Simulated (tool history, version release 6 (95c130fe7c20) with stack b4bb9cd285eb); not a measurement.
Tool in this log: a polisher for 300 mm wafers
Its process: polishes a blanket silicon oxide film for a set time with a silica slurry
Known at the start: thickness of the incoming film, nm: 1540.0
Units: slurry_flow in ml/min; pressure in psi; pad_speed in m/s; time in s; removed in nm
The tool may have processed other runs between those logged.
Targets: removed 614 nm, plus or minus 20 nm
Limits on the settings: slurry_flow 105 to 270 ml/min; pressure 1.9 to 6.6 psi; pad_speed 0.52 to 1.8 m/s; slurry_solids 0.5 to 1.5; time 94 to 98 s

run,day,slurry_flow,pressure,pad_speed,slurry_solids,time,removed
1,0,175,4.2,1.16,1,94,366.44
2,0.196,175,4.4,1.16,1,94,380.61
3,0.292,175,4.4,1.16,1,98,405.97
4,0.425,175,4.6,1.16,1,98,420.81
5,0.504,175,4.8,1.16,1,98,429.35
6,0.779,160,4.8,1.16,1,98,420.57
7,0.812,170,4.9,1.16,1,98,441.87
8,1.146,220,6.1,1.18,1,98,553.3
9,1.3,220,6.4,1.2,1,98,585.01

Which one of the following 5 next-run settings gets every result inside its allowed miss? There is exactly one.
A,1.454,210,6.1,1.26,1.05,94,?
B,1.454,220,6.6,1.16,1,94,?
C,1.454,195,6.4,1.14,0.95,98,?
D,1.454,230,6.1,1.36,0.85,94,?
E,1.454,250,6.5,1.2,1,98,?

move,removed
A,559.81
B,560.13
C,543.36
D,561.3
E,599.3
A: moves away from the targets compared with the last run
B: moves away from the targets compared with the last run
C: moves away from the targets compared with the last run
D: moves away from the targets compared with the last run
E: hits every target within its allowed miss
E meets every target.
